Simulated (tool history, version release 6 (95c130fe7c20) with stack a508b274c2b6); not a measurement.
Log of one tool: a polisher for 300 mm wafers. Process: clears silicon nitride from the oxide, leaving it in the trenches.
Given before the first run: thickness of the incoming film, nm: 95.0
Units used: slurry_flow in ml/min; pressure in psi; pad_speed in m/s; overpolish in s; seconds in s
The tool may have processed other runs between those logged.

run 1 hour=0.0 | slurry_flow=210 pressure=3.0 pad_speed=1.22 overpolish=44 | seconds=92.522
run 2 hour=6.7 | slurry_flow=260 pressure=3.0 pad_speed=1.22 overpolish=44 | seconds=88.954
run 3 hour=9.9 | slurry_flow=260 pressure=2.6 pad_speed=1.20 overpolish=44 | seconds=98.540
run 4 hour=13.6 | slurry_flow=260 pressure=3.1 pad_speed=1.20 overpolish=44 | seconds=89.360
run 5 hour=19.2 | slurry_flow=260 pressure=3.1 pad_speed=1.32 overpolish=44 | seconds=78.028
run 6 hour=20.6 | slurry_flow=260 pressure=3.1 pad_speed=1.52 overpolish=44 | seconds=70.831
run 7 hour=27.0 | slurry_flow=255 pressure=2.6 pad_speed=1.42 overpolish=44 | seconds=83.179
run 8 hour=31.4 | slurry_flow=250 pressure=2.3 pad_speed=1.32 overpolish=44 | seconds=97.812
-- hour=38.5 worn pad replaced by a new one
run 9 hour=38.5 | slurry_flow=245 pressure=2.1 pad_speed=1.26 overpolish=44 | seconds=99.026
run 10 hour=45.9 | slurry_flow=245 pressure=1.9 pad_speed=1.14 overpolish=44 | seconds=113.600

Expected results for the next run?
run 11 hour=54.5 | slurry_flow=245 pressure=1.8 pad_speed=1.08 overpolish=44 | seconds=?

seconds: 121.840 s
